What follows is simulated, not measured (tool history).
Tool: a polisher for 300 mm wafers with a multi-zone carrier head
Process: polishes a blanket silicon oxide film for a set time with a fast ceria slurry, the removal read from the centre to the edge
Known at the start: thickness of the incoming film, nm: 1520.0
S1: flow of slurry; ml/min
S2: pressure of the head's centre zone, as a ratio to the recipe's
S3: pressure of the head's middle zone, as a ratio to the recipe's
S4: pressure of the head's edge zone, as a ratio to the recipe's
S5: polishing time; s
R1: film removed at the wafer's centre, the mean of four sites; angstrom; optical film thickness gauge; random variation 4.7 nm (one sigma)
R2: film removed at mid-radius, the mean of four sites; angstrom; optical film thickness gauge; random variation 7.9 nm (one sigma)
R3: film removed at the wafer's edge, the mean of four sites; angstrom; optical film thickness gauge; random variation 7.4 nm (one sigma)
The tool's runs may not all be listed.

| run | hour | S1 | S2 | S3 | S4 | S5 | R1 | R2 | R3 |
|---|---|---|---|---|---|---|---|---|---|
| 1 | 0.0 | 285 | 1.00 | 1.00 | 1.00 | 30 | 6137.8 | 6163.0 | 6221.9 |
| 2 | 6.9 | 295 | 1.02 | 1.04 | 1.04 | 31 | 6494.7 | 6686.4 | 6499.6 |
| 3 | 15.4 | 300 | 1.03 | 1.05 | 1.07 | 32 | 6832.7 | 6992.2 | 6972.6 |
| 4 | 18.6 | 315 | 1.04 | 1.07 | 1.08 | 32 | 6943.8 | 7049.4 | 6962.7 |
| 5 | 25.3 | 315 | 1.04 | 1.07 | 1.08 | 36 | 7756.3 | 7903.2 | 7825.0 |
| 6 | 31.9 | 315 | 1.04 | 1.02 | 1.08 | 36 | 7679.2 | 7653.5 | 7799.6 |
| 7 | 37.0 | 315 | 1.03 | 1.03 | 1.06 | 36 | 7675.2 | 7632.3 | 7827.6 |

The next listed run, before its measurement:
| 8 | 39.6 | 305 | 1.03 | 1.04 | 1.05 | 36 | ? | ? | ? |

Run 8 gave R1 7714.5 angstrom, R2 7829.5 angstrom, R3 7657.4 angstrom.
